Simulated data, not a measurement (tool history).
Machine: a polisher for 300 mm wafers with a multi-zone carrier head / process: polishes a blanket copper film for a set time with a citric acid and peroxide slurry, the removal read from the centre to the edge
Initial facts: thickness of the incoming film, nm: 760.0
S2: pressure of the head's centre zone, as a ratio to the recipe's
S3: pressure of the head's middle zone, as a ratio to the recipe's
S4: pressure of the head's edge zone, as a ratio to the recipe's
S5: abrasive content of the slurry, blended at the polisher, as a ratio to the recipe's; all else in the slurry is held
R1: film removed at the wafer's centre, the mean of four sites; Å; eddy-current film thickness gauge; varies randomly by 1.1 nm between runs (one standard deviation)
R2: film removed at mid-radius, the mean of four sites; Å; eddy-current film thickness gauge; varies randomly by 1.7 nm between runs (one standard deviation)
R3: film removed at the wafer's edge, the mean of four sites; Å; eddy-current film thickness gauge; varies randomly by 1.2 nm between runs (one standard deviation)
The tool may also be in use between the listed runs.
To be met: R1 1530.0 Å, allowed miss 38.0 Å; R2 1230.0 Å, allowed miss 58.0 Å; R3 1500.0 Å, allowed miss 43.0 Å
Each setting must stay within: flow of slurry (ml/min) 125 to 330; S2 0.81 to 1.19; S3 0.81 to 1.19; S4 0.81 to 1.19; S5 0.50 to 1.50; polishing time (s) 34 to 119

{"run": 1, "hour": 0.0, "flow of slurry (ml/min)": 210, "S2": 1.0, "S3": 1.0, "S4": 1.0, "S5": 1.0, "polishing time (s)": 76, "R1": 1592.8, "R2": 1588.7, "R3": 1641.3}
{"run": 2, "hour": 2.7, "flow of slurry (ml/min)": 195, "S2": 1.01, "S3": 0.94, "S4": 0.99, "S5": 0.95, "polishing time (s)": 76, "R1": 1578.9, "R2": 1436.2, "R3": 1578.2}
{"run": 3, "hour": 10.0, "flow of slurry (ml/min)": 195, "S2": 1.01, "S3": 0.94, "S4": 0.9, "S5": 0.95, "polishing time (s)": 76, "R1": 1551.4, "R2": 1456.9, "R3": 1518.3}
{"run": 4, "hour": 14.6, "flow of slurry (ml/min)": 195, "S2": 1.01, "S3": 0.94, "S4": 0.95, "S5": 0.95, "polishing time (s)": 76, "R1": 1563.6, "R2": 1487.4, "R3": 1554.1}
{"run": 5, "hour": 23.1, "flow of slurry (ml/min)": 195, "S2": 1.01, "S3": 0.94, "S4": 0.95, "S5": 1.15, "polishing time (s)": 76, "R1": 1634.6, "R2": 1521.2, "R3": 1611.0}
{"run": 6, "hour": 30.2, "flow of slurry (ml/min)": 195, "S2": 0.93, "S3": 0.94, "S4": 0.95, "S5": 1.15, "polishing time (s)": 76, "R1": 1491.8, "R2": 1517.7, "R3": 1600.6}
{"run": 7, "hour": 36.3, "flow of slurry (ml/min)": 185, "S2": 0.96, "S3": 0.9, "S4": 0.96, "S5": 1.1, "polishing time (s)": 76, "R1": 1535.7, "R2": 1471.3, "R3": 1600.7}
{"run": 8, "hour": 37.0, "flow of slurry (ml/min)": 180, "S2": 0.99, "S3": 0.87, "S4": 0.98, "S5": 0.95, "polishing time (s)": 75, "R1": 1484.3, "R2": 1322.6, "R3": 1553.2}
{"run": 9, "hour": 42.0, "flow of slurry (ml/min)": 180, "S2": 1.05, "S3": 0.81, "S4": 0.92, "S5": 0.9, "polishing time (s)": 75, "R1": 1568.1, "R2": 1246.6, "R3": 1493.2}

Exactly one of the 5 candidate moves below puts every result within its allowed miss. Which one?
{"run": "A", "hour": 47.0, "flow of slurry (ml/min)": 135, "S2": 1.12, "S3": 0.83, "S4": 0.95, "S5": 1.0, "polishing time (s)": 76, "R1": "?", "R2": "?", "R3": "?"}
{"run": "B", "hour": 47.0, "flow of slurry (ml/min)": 180, "S2": 1.08, "S3": 0.82, "S4": 0.98, "S5": 0.75, "polishing time (s)": 77, "R1": "?", "R2": "?", "R3": "?"}
{"run": "C", "hour": 47.0, "flow of slurry (ml/min)": 245, "S2": 0.93, "S3": 0.81, "S4": 0.86, "S5": 0.65, "polishing time (s)": 82, "R1": "?", "R2": "?", "R3": "?"}
{"run": "D", "hour": 47.0, "flow of slurry (ml/min)": 140, "S2": 1.1, "S3": 0.88, "S4": 0.89, "S5": 0.95, "polishing time (s)": 77, "R1": "?", "R2": "?", "R3": "?"}
{"run": "E", "hour": 47.0, "flow of slurry (ml/min)": 160, "S2": 1.05, "S3": 0.82, "S4": 0.99, "S5": 0.9, "polishing time (s)": 75, "R1": "?", "R2": "?", "R3": "?"}

move=A R1=1616.2 R2=1242.3 R3=1503.8
move=B R1=1600.0 R2=1252.9 R3=1523.0
move=C R1=1502.7 R2=1348.2 R3=1558.2
move=D R1=1608.7 R2=1319.3 R3=1480.8
move=E R1=1530.3 R2=1236.7 R3=1518.3
A: moves away from the targets compared with the last run
B: moves away from the targets compared with the last run
C: brings the last run's worst result on target, with another outside its allowed miss
D: moves away from the targets compared with the last run
E: every result lands within tolerance
Move E is the one to make.

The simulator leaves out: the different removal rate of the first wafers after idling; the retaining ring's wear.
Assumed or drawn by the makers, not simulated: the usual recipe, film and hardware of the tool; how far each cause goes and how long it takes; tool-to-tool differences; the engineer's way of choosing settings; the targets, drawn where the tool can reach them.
